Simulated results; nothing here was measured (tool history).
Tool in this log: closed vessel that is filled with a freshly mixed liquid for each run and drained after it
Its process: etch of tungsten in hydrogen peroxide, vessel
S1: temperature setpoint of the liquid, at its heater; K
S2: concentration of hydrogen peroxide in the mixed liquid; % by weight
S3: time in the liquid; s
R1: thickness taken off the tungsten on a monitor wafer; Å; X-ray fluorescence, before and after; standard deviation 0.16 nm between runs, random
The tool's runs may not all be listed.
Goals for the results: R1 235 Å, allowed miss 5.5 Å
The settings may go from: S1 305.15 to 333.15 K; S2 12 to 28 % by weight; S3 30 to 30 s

Run 1, hour 0: S1 317.15 K, S2 19 % by weight, S3 30 s. Result: R1 332.47 Å.
Run 2, hour 6.2: S1 317.15 K, S2 22 % by weight, S3 30 s. Result: R1 356.6 Å.
Run 3, hour 15.5: S1 312.15 K, S2 22 % by weight, S3 30 s. Result: R1 259.29 Å.
Run 4, hour 23: S1 312.15 K, S2 24.5 % by weight, S3 30 s. Result: R1 271.73 Å.
Run 5, hour 24.7: S1 305.15 K, S2 24.5 % by weight, S3 30 s. Result: R1 167.71 Å.
Run 6, hour 32.1: S1 305.15 K, S2 26.5 % by weight, S3 30 s. Result: R1 177.19 Å.
Run 7, hour 33.5: S1 305.65 K, S2 26.5 % by weight, S3 30 s. Result: R1 183.4 Å.
Run 8, hour 42.3: S1 310.15 K, S2 26.5 % by weight, S3 30 s. Result: R1 250.02 Å.

Which single option among these 4 for the next run brings every result within its allowed miss of target? Just one does.
Run A, hour 51.1: S1 311.65 K, S2 22 % by weight, S3 30 s. Result: R1 ?.
Run B, hour 51.1: S1 310.15 K, S2 27.5 % by weight, S3 30 s. Result: R1 ?.
Run C, hour 51.1: S1 309.15 K, S2 27.5 % by weight, S3 30 s. Result: R1 ?.
Run D, hour 51.1: S1 311.15 K, S2 28 % by weight, S3 30 s. Result: R1 ?.

move      R1
   A  252.33
   B  255.51
   C  239.06
   D  275.45
A: its largest miss is bigger than the last run's
B: its largest miss is bigger than the last run's
C: each result inside its tolerance
D: its largest miss is bigger than the last run's
So the answer is move C, the one that meets all the targets.
